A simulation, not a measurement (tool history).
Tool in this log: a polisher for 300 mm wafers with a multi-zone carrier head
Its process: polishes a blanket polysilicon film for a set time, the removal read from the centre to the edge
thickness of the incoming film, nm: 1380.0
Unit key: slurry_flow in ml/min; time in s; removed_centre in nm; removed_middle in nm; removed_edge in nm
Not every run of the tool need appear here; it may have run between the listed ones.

run 1 hour=0 | slurry_flow=125 centre_zone=1 middle_zone=1 edge_zone=1 time=44 | removed_centre=379 removed_middle=389.98 removed_edge=390.12
run 2 hour=7 | slurry_flow=130 centre_zone=1.01 middle_zone=0.99 edge_zone=1.02 time=45 | removed_centre=404.75 removed_middle=394.35 removed_edge=405.38
run 3 hour=15 | slurry_flow=105 centre_zone=1.01 middle_zone=0.99 edge_zone=1.02 time=45 | removed_centre=388.73 removed_middle=371.12 removed_edge=390.53
run 4 hour=18.7 | slurry_flow=105 centre_zone=1.01 middle_zone=1.07 edge_zone=1.02 time=45 | removed_centre=379.35 removed_middle=402.21 removed_edge=397.2
run 5 hour=27.1 | slurry_flow=110 centre_zone=1.01 middle_zone=1.06 edge_zone=1.04 time=46 | removed_centre=399.14 removed_middle=412.1 removed_edge=406.37
run 6 hour=27.6 | slurry_flow=110 centre_zone=1.01 middle_zone=1.06 edge_zone=1.04 time=35 | removed_centre=298.49 removed_middle=319.09 removed_edge=314.23
run 7 hour=31.3 | slurry_flow=115 centre_zone=1.01 middle_zone=1.04 edge_zone=1.06 time=38 | removed_centre=326.26 removed_middle=333.08 removed_edge=344.05
run 8 hour=39 | slurry_flow=120 centre_zone=1.01 middle_zone=1.04 edge_zone=1.08 time=40 | removed_centre=357.73 removed_middle=353.16 removed_edge=370.8
run 9 hour=44.7 | slurry_flow=125 centre_zone=1 middle_zone=1.04 edge_zone=1.1 time=41 | removed_centre=356.17 removed_middle=372.95 removed_edge=383.57
run 10 hour=49.2 | slurry_flow=130 centre_zone=1 middle_zone=1.03 edge_zone=1.11 time=42 | removed_centre=368.99 removed_middle=372.11 removed_edge=390.87
run 11 hour=53.8 | slurry_flow=125 centre_zone=1.02 middle_zone=0.96 edge_zone=1.19 time=54 | removed_centre=493.22 removed_middle=462.07 removed_edge=519.26
run 12 hour=56.6 | slurry_flow=125 centre_zone=1.02 middle_zone=0.95 edge_zone=1.19 time=54 | removed_centre=471.07 removed_middle=449.64 removed_edge=525.86

Run 13 comes next. What will it give?
run 13 hour=61.1 | slurry_flow=125 centre_zone=1.02 middle_zone=0.95 edge_zone=1.19 time=54 | removed_centre=? removed_middle=? removed_edge=?

removed_centre: 484.7 nm
removed_middle: 447.29 nm
removed_edge: 523.62 nm
